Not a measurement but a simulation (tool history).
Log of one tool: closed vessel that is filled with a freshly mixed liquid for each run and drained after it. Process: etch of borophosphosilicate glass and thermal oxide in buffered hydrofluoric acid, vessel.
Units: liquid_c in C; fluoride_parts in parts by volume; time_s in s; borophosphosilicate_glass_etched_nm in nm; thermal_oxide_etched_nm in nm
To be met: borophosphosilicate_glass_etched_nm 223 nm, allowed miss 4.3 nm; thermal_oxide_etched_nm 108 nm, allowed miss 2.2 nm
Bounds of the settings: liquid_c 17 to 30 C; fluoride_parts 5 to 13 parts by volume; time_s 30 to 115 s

run	hour	liquid_c	fluoride_parts	time_s	borophosphosilicate_glass_etched_nm	thermal_oxide_etched_nm
1	0	22	8	60	144.67	69.729
2	8	22	7	60	166.84	80.544
3	9.6	22	7	85	237.15	115.31
4	16.1	23.5	7	85	254.27	123.65
5	18.1	23.5	5	85	347.95	165.62
6	23	22.5	5	85	331.21	156.97
7	25.2	21.5	5	85	313.87	149.42
8	33.6	21	5	85	299.85	143.69
9	36.5	20.5	5	85	293.86	140.53
10	38	20	5	85	285.19	136.92
11	44.2	19.5	5	85	278.26	131.82
12	46	19	5	85	272.31	130.14
13	47.8	18.5	5	85	263.7	125.89
14	49.4	17.5	5.5	85	230.38	108.7

Which of these 4 next moves meets every target?
A	51	20.5	5.5	75	?	?
B	51	30	9.5	75	?	?
C	51	26	8.5	80	?	?
D	51	24	7	75	?	?

move	borophosphosilicate_glass_etched_nm	thermal_oxide_etched_nm
A	237.79	114.1
B	234.28	114.11
C	223.14	108.34
D	232.45	112.44
A: further off than the last run
B: further off than the last run
C: meets every target
D: further off than the last run
Move C is the one to make.

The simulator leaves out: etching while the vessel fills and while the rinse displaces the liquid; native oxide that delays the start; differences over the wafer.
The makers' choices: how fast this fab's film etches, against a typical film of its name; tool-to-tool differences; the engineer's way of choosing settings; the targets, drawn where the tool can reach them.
